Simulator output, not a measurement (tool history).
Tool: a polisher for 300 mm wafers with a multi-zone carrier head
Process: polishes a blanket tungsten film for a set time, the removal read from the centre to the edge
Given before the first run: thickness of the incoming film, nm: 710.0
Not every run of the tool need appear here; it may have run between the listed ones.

run  hour  flow of slurry (ml/min)  pressure of the head's centre zone  pressure of the head's middle zone  pressure of the head's edge zone  abrasive content of the slurry  polishing time (s)  film removed at the wafer's centre (nm)  film removed at mid-radius (nm)  film removed at the wafer's edge (nm)
  1     0                      160                                   1                                   1                                 1                               1                  40                                   119.55                           110.53                                 110.06
  2   8.8                      160                                   1                                   1                                 1                               1                  34                                   100.03                           94.317                                 92.794
  3  10.9                      180                                1.01                                0.97                              1.06                            1.05                  34                                   106.61                           95.209                                 100.27
  4  14.5                      190                                1.01                                0.96                              1.09                            1.05                  34                                   106.67                           95.854                                 100.86
  5    23                      190                                1.01                                1.02                              1.09                            1.05                  34                                   107.27                           100.99                                 100.78
  6  25.8                      215                                1.01                                1.02                              1.09                            1.05                  34                                   108.53                           102.21                                 103.44
  7  31.1                      220                                1.01                                0.98                              1.12                            1.05                  34                                   109.89                           99.878                                 103.95

Predict the results of run 8:
  8  31.9                      220                                1.01                                0.95                              1.14                             1.1                  34                                        ?                                ?                                      ?

film removed at the wafer's centre (nm): 110.21
film removed at mid-radius (nm): 98.713
film removed at the wafer's edge (nm): 106.62
